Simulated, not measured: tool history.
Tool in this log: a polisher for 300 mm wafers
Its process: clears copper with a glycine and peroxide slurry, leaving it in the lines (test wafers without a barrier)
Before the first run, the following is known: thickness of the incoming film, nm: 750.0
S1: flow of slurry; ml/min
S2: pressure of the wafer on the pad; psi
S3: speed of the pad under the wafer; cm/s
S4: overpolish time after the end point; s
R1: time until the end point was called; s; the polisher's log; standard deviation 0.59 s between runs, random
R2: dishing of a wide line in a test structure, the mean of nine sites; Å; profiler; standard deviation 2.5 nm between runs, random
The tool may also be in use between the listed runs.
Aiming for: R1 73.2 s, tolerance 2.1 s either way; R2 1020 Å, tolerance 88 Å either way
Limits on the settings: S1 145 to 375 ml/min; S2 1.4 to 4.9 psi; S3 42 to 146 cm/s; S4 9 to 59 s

run    day   S1   S2   S3  S4      R1      R2
  1      0  240  3.1   94  30  115.55  850.14
  2  0.033  245  3.5   94  28  108.24  885.03
  3  0.221  245  3.9   98  25  98.135   854.6
  4  0.325  250  4.2  102  26  92.493  919.34
  5  0.408  250  4.7  102  26  86.246  967.34
  6  0.508  250  4.7  102  30  86.312  1019.6
  7  0.846  250  4.8  106  29  82.389  1012.5
  8  0.954  250  4.8  110  29  77.933  1020.8
  9  1.062  250  4.8  112  29  77.978  1002.7
 10  1.433  250  4.8  114  29  76.676  1053.1
 11  1.496  250  4.8  114  28   75.68  1044.5
 12  1.692  250  4.8  114  27  75.644    1012

Below are 5 possible settings for the next run. Only one of them brings all results inside the allowed miss of their targets. Which is it?
  A  1.888  185  4.5  120  30   ?   ?
  B  1.888  200  4.9  112  26   ?   ?
  C  1.888  240  4.6  122  30   ?   ?
  D  1.888  255  4.7  114  29   ?   ?
  E  1.888  205  4.9  112  29   ?   ?

move      R1      R2
   A  77.412  1085.9
   B  77.559  1038.7
   C  73.733  1106.4
   D  76.926  1082.9
   E  77.408  1086.2
A: further off than the last run
B: further off than the last run
C: all results in spec
D: further off than the last run
E: further off than the last run
The move that meets every target is C.
